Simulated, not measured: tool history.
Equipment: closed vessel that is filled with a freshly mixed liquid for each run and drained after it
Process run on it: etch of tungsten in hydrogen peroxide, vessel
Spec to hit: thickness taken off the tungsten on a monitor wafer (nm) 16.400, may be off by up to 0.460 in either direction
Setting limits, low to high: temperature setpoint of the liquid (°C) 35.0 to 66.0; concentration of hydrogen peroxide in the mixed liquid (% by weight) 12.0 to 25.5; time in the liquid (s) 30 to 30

run  hour  temperature setpoint of the liquid (°C)  concentration of hydrogen peroxide in the mixed liquid (% by weight)  time in the liquid (s)  thickness taken off the tungsten on a monitor wafer (nm)
  1   0.0                                     51.0                                                                  17.5                      30                                                    23.773
  2   1.9                                     49.0                                                                  17.5                      30                                                    20.692
  3  10.9                                     49.0                                                                  20.0                      30                                                    22.487
  4  18.8                                     49.0                                                                  20.0                      30                                                    22.364
  5  20.1                                     49.0                                                                  20.0                      30                                                    22.398
  6  22.8                                     47.5                                                                  20.0                      30                                                    20.483
  7  23.4                                     46.5                                                                  20.0                      30                                                    19.066
  8  29.5                                     43.5                                                                  20.0                      30                                                    16.002

Of the 5 settings listed for the next run, only one would bring every result within its allowed miss of target. Which one?
  A  35.6                                     42.5                                                                  20.5                      30                                                         ?
  B  35.6                                     43.0                                                                  20.0                      30                                                         ?
  C  35.6                                     42.0                                                                  22.5                      30                                                         ?
  D  35.6                                     43.0                                                                  20.5                      30                                                         ?
  E  35.6                                     43.5                                                                  21.5                      30                                                         ?

move  thickness taken off the tungsten on a monitor wafer (nm)
   A                                                    15.146
   B                                                    15.452
   C                                                    15.362
   D                                                    15.644
   E                                                    16.546
A: its largest miss is bigger than the last run's
B: its largest miss is bigger than the last run's
C: its largest miss is bigger than the last run's
D: its largest miss is bigger than the last run's
E: each result inside its tolerance
Move E is the one to make.
